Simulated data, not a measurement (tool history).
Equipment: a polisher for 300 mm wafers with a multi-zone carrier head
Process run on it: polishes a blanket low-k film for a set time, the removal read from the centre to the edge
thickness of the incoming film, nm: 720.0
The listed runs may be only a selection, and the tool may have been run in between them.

run  hour  flow of slurry (ml/min)  pressure of the head's centre zone  pressure of the head's middle zone  pressure of the head's edge zone  abrasive content of the slurry  polishing time (s)  film removed at the wafer's centre (nm)  film removed at mid-radius (nm)  film removed at the wafer's edge (nm)
  1     0                      135                                   1                                   1                                 1                               1                  44                                   21.457                           21.382                                 20.828
  2   1.4                      130                                0.96                                0.99                              0.97                            0.85                  40                                   16.936                           18.099                                  17.58
  3   2.4                      130                                1.02                                0.99                              0.97                            0.85                  40                                   18.464                           18.402                                 17.511
  4    11                      125                                   1                                0.97                              0.95                            0.75                  37                                   15.478                           15.246                                 14.931
  5  15.1                      120                                0.97                                0.96                              0.92                            0.65                  37                                   14.224                           14.172                                 13.825
  6  21.6                      135                                0.97                                0.96                              0.92                            0.65                  37                                   14.507                           14.489                                 14.104
  7  22.4                      135                                0.97                                0.96                              0.92                            0.65                  37                                   14.481                           14.442                                 14.041
  8  28.4                      130                                0.93                                0.95                              0.89                             0.6                  37                                   13.197                           13.858                                 13.175

Run 9, settings as shown, results not yet in. Your forecast:
  9  36.5                      120                                0.91                                0.93                              0.87                             0.6                  37                                        ?                                ?                                      ?

{"run 9": {"film removed at the wafer's centre (nm)": 12.7, "film removed at mid-radius (nm)": 13.328, "film removed at the wafer's edge (nm)": 12.929}}
